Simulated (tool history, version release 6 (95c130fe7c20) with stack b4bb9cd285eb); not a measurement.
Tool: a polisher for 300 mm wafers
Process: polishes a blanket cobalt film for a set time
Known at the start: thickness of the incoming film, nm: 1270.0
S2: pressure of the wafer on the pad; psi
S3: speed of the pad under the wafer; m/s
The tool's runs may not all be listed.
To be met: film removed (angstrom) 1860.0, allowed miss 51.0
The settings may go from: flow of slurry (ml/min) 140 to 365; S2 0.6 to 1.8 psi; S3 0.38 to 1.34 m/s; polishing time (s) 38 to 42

{"run": 1, "hour": 0.0, "flow of slurry (ml/min)": 235, "S2": 1.2, "S3": 0.86, "polishing time (s)": 42, "film removed (angstrom)": 1083.0}
{"run": 2, "hour": 3.8, "flow of slurry (ml/min)": 235, "S2": 1.4, "S3": 0.86, "polishing time (s)": 42, "film removed (angstrom)": 1260.6}
{"run": 3, "hour": 9.2, "flow of slurry (ml/min)": 275, "S2": 1.4, "S3": 0.86, "polishing time (s)": 42, "film removed (angstrom)": 1293.9}
{"run": 4, "hour": 18.0, "flow of slurry (ml/min)": 275, "S2": 1.4, "S3": 0.86, "polishing time (s)": 38, "film removed (angstrom)": 1158.5}
{"run": 5, "hour": 20.9, "flow of slurry (ml/min)": 275, "S2": 1.4, "S3": 0.88, "polishing time (s)": 38, "film removed (angstrom)": 1192.4}
{"run": 6, "hour": 24.5, "flow of slurry (ml/min)": 255, "S2": 1.4, "S3": 0.88, "polishing time (s)": 38, "film removed (angstrom)": 1171.5}
{"run": 7, "hour": 31.1, "flow of slurry (ml/min)": 260, "S2": 1.4, "S3": 0.9, "polishing time (s)": 38, "film removed (angstrom)": 1211.2}
{"run": 8, "hour": 33.9, "flow of slurry (ml/min)": 290, "S2": 1.7, "S3": 0.98, "polishing time (s)": 38, "film removed (angstrom)": 1623.9}

5 next moves are on the table. One of them brings every result within its allowed miss. Which?
{"run": "A", "hour": 36.7, "flow of slurry (ml/min)": 255, "S2": 1.6, "S3": 1.1, "polishing time (s)": 42, "film removed (angstrom)": "?"}
{"run": "B", "hour": 36.7, "flow of slurry (ml/min)": 300, "S2": 1.7, "S3": 0.96, "polishing time (s)": 41, "film removed (angstrom)": "?"}
{"run": "C", "hour": 36.7, "flow of slurry (ml/min)": 265, "S2": 1.7, "S3": 0.78, "polishing time (s)": 39, "film removed (angstrom)": "?"}
{"run": "D", "hour": 36.7, "flow of slurry (ml/min)": 310, "S2": 1.8, "S3": 1.04, "polishing time (s)": 41, "film removed (angstrom)": "?"}
{"run": "E", "hour": 36.7, "flow of slurry (ml/min)": 305, "S2": 1.7, "S3": 0.96, "polishing time (s)": 42, "film removed (angstrom)": "?"}

move=A film_removed_(angstrom)=1865.0
move=B film_removed_(angstrom)=1720.6
move=C film_removed_(angstrom)=1321.3
move=D film_removed_(angstrom)=1973.2
move=E film_removed_(angstrom)=1765.3
A: meets every target
B: nearer than the last run, and not there yet
C: further off than the last run
D: takes the result that was furthest off past its target
E: nearer than the last run, and not there yet
The right move is A.
